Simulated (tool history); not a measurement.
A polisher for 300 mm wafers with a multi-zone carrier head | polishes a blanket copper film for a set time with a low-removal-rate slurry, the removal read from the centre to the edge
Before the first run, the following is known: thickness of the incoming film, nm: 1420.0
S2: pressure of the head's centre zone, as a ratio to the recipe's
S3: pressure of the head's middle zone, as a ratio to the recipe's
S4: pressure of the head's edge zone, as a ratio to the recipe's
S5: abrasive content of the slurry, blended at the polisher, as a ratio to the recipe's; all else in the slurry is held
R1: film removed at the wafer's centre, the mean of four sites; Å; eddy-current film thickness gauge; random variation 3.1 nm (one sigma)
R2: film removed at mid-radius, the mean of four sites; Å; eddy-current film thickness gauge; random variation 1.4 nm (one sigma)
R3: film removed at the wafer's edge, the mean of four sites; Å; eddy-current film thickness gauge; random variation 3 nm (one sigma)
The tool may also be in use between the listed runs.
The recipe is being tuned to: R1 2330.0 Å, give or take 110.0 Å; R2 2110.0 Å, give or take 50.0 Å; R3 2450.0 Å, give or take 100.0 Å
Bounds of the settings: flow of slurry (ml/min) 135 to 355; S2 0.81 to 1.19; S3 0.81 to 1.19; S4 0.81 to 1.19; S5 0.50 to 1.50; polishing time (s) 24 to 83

Run 1, day 0.000: flow of slurry (ml/min) 225, S2 1.00, S3 1.00, S4 1.00, S5 1.00, polishing time (s) 53. Result: R1 1926.8 Å, R2 1985.8 Å, R3 1987.9 Å.
Run 2, day 0.167: flow of slurry (ml/min) 225, S2 1.00, S3 1.00, S4 1.07, S5 1.00, polishing time (s) 53. Result: R1 1978.2 Å, R2 1971.5 Å, R3 1983.4 Å.
Run 3, day 0.362: flow of slurry (ml/min) 230, S2 0.99, S3 0.96, S4 1.08, S5 1.10, polishing time (s) 54. Result: R1 2023.4 Å, R2 1997.0 Å, R3 2120.6 Å.
Run 4, day 0.388: flow of slurry (ml/min) 240, S2 1.00, S3 0.94, S4 1.09, S5 1.20, polishing time (s) 54. Result: R1 2097.9 Å, R2 2001.0 Å, R3 2203.0 Å.
Run 5, day 0.533: flow of slurry (ml/min) 250, S2 1.01, S3 0.94, S4 1.10, S5 1.25, polishing time (s) 54. Result: R1 2180.4 Å, R2 2041.0 Å, R3 2227.0 Å.
At day 0.862: edge zone pressure recalibrated.
Run 6, day 0.862: flow of slurry (ml/min) 250, S2 1.01, S3 0.94, S4 1.15, S5 1.25, polishing time (s) 54. Result: R1 2170.8 Å, R2 2070.8 Å, R3 2398.8 Å.
Run 7, day 1.117: flow of slurry (ml/min) 255, S2 1.02, S3 0.94, S4 1.15, S5 1.25, polishing time (s) 54. Result: R1 2214.7 Å, R2 2072.5 Å, R3 2396.1 Å.
Run 8, day 1.283: flow of slurry (ml/min) 255, S2 1.02, S3 0.94, S4 1.15, S5 1.25, polishing time (s) 54. Result: R1 2179.6 Å, R2 2040.6 Å, R3 2371.3 Å.

Exactly one of the 4 candidate moves below puts every result within its allowed miss. Which one?
Run A, day 1.450: flow of slurry (ml/min) 255, S2 1.00, S3 0.88, S4 1.04, S5 1.50, polishing time (s) 56. Result: R1 ?, R2 ?, R3 ?.
Run B, day 1.450: flow of slurry (ml/min) 235, S2 0.96, S3 1.04, S4 1.11, S5 1.20, polishing time (s) 54. Result: R1 ?, R2 ?, R3 ?.
Run C, day 1.450: flow of slurry (ml/min) 240, S2 1.16, S3 0.93, S4 1.13, S5 1.45, polishing time (s) 54. Result: R1 ?, R2 ?, R3 ?.
Run D, day 1.450: flow of slurry (ml/min) 190, S2 0.97, S3 0.84, S4 1.19, S5 1.50, polishing time (s) 60. Result: R1 ?, R2 ?, R3 ?.

move      R1      R2      R3
   A  2354.9  2125.8  2445.1
   B  2031.3  2198.2  2271.2
   C  2592.9  2109.3  2421.1
   D  2340.1  2106.8  2725.5
A: each result inside its tolerance
B: pushes the last run's worst result past its target
C: brings the result that was furthest off to its target, and leaves another outside
D: brings the result that was furthest off to its target, and leaves another outside
A is the move that brings every result within its allowed miss.
